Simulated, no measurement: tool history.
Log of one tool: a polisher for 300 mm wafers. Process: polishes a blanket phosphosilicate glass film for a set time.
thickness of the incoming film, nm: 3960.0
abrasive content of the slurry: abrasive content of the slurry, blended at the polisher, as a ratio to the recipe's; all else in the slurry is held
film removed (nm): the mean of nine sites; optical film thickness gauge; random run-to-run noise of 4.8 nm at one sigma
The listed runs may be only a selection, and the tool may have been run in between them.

run  hour  flow of slurry (ml/min)  pressure of the wafer on the pad (psi)  speed of the pad under the wafer (cm/s)  abrasive content of the slurry  polishing time (s)  film removed (nm)
  1     0                      125                                     2.3                                      116                               1                 109             919.05
  2   7.1                      115                                     2.2                                      116                               1                 109             853.86
  3    15                      115                                     2.5                                      116                               1                 109             984.44
  4  20.6                      115                                     2.5                                      116                             1.2                 109             1072.1
  5  21.5                      115                                     2.5                                      116                             1.2                 109             1071.3
  6    22                      115                                     2.5                                      128                             1.2                 109             1158.8
  7  26.2                      105                                     2.2                                      128                             1.2                 109             1007.4
  8    34                      100                                       2                                      128                             1.2                 109             905.31

What will run 9 give?
  9  36.4                      100                                       2                                      128                             1.2                 109                  ?

Logged for run 9: film removed (nm) 903.77.

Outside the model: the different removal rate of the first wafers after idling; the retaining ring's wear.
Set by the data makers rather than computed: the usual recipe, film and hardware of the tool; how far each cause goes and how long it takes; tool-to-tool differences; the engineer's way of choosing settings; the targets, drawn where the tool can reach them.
